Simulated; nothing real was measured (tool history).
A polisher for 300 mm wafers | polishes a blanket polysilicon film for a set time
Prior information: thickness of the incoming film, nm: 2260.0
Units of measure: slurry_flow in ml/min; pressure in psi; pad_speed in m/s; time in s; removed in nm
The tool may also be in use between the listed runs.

{"run": 1, "day": 0.0, "slurry_flow": 290, "pressure": 3.3, "pad_speed": 1.28, "time": 80, "removed": 864.98}
{"run": 2, "day": 0.267, "slurry_flow": 250, "pressure": 3.3, "pad_speed": 1.28, "time": 80, "removed": 861.27}
{"run": 3, "day": 0.512, "slurry_flow": 190, "pressure": 3.3, "pad_speed": 1.28, "time": 80, "removed": 834.97}
{"run": 4, "day": 0.888, "slurry_flow": 190, "pressure": 3.2, "pad_speed": 1.28, "time": 80, "removed": 814.71}
{"run": 5, "day": 1.233, "slurry_flow": 190, "pressure": 3.1, "pad_speed": 1.28, "time": 80, "removed": 796.6}
{"run": 6, "day": 1.4, "slurry_flow": 190, "pressure": 3.0, "pad_speed": 1.28, "time": 80, "removed": 767.61}
{"run": 7, "day": 1.712, "slurry_flow": 190, "pressure": 2.9, "pad_speed": 1.28, "time": 80, "removed": 735.24}
{"run": 8, "day": 1.75, "slurry_flow": 190, "pressure": 2.8, "pad_speed": 1.28, "time": 80, "removed": 725.49}
{"run": 9, "day": 2.008, "slurry_flow": 190, "pressure": 2.7, "pad_speed": 1.28, "time": 80, "removed": 703.61}

What does the tool deliver on the next run?
{"run": 10, "day": 2.083, "slurry_flow": 190, "pressure": 2.7, "pad_speed": 1.28, "time": 80, "removed": "?"}

removed: 713.08 nm

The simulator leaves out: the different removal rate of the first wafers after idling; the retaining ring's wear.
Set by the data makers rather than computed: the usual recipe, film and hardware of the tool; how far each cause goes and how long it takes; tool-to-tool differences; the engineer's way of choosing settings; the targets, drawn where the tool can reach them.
